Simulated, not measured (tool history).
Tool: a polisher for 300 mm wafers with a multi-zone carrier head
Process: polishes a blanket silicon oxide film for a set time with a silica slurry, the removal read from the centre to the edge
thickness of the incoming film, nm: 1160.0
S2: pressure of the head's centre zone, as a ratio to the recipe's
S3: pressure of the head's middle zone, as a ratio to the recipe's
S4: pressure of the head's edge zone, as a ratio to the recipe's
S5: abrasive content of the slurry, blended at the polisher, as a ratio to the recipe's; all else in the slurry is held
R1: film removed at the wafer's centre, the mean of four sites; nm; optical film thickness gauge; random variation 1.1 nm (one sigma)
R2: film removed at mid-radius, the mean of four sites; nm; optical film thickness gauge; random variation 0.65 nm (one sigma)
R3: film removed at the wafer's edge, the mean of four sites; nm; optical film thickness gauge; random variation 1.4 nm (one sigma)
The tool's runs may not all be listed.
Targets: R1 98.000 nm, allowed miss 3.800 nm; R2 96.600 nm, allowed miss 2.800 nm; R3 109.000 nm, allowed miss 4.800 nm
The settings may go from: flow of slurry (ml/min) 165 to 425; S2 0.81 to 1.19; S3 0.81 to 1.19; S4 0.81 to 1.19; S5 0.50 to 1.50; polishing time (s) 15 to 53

{"run": 1, "day": 0.0, "flow of slurry (ml/min)": 275, "S2": 1.0, "S3": 1.0, "S4": 1.0, "S5": 1.0, "polishing time (s)": 34, "R1": 96.769, "R2": 86.407, "R3": 88.869}
{"run": 2, "day": 0.35, "flow of slurry (ml/min)": 275, "S2": 0.95, "S3": 1.0, "S4": 1.0, "S5": 1.0, "polishing time (s)": 34, "R1": 89.728, "R2": 87.025, "R3": 86.36}
{"run": 3, "day": 0.571, "flow of slurry (ml/min)": 265, "S2": 0.94, "S3": 0.98, "S4": 1.06, "S5": 1.1, "polishing time (s)": 34, "R1": 95.855, "R2": 89.815, "R3": 91.977}
{"run": 4, "day": 0.871, "flow of slurry (ml/min)": 265, "S2": 1.0, "S3": 0.98, "S4": 1.06, "S5": 1.1, "polishing time (s)": 34, "R1": 101.88, "R2": 88.882, "R3": 92.224}
{"run": 5, "day": 0.908, "flow of slurry (ml/min)": 275, "S2": 0.93, "S3": 0.94, "S4": 1.11, "S5": 1.15, "polishing time (s)": 35, "R1": 99.805, "R2": 91.941, "R3": 98.986}
{"run": 6, "day": 1.271, "flow of slurry (ml/min)": 275, "S2": 0.9, "S3": 0.94, "S4": 1.11, "S5": 1.15, "polishing time (s)": 35, "R1": 96.83, "R2": 91.554, "R3": 99.759}
{"day": 1.358, "done": "centre zone pressure recalibrated"}
{"run": 7, "day": 1.358, "flow of slurry (ml/min)": 285, "S2": 0.88, "S3": 0.94, "S4": 1.14, "S5": 1.2, "polishing time (s)": 35, "R1": 89.026, "R2": 93.822, "R3": 103.93}
{"run": 8, "day": 1.425, "flow of slurry (ml/min)": 285, "S2": 0.89, "S3": 0.94, "S4": 1.15, "S5": 1.25, "polishing time (s)": 35, "R1": 92.606, "R2": 95.175, "R3": 106.69}

Which of these 4 next moves meets every target?
{"run": "A", "day": 1.492, "flow of slurry (ml/min)": 250, "S2": 0.87, "S3": 0.98, "S4": 1.17, "S5": 1.25, "polishing time (s)": 35, "R1": "?", "R2": "?", "R3": "?"}
{"run": "B", "day": 1.492, "flow of slurry (ml/min)": 345, "S2": 0.85, "S3": 0.97, "S4": 1.19, "S5": 1.3, "polishing time (s)": 34, "R1": "?", "R2": "?", "R3": "?"}
{"run": "C", "day": 1.492, "flow of slurry (ml/min)": 285, "S2": 0.86, "S3": 0.92, "S4": 1.19, "S5": 1.25, "polishing time (s)": 35, "R1": "?", "R2": "?", "R3": "?"}
{"run": "D", "day": 1.492, "flow of slurry (ml/min)": 310, "S2": 0.89, "S3": 0.91, "S4": 1.14, "S5": 1.45, "polishing time (s)": 34, "R1": "?", "R2": "?", "R3": "?"}

move=A R1=89.135 R2=97.126 R3=104.460
move=B R1=88.953 R2=98.072 R3=106.400
move=C R1=89.346 R2=93.329 R3=106.330
move=D R1=96.551 R2=96.461 R3=108.770
A: further off than the last run
B: further off than the last run
C: further off than the last run
D: meets every target
Answer: D
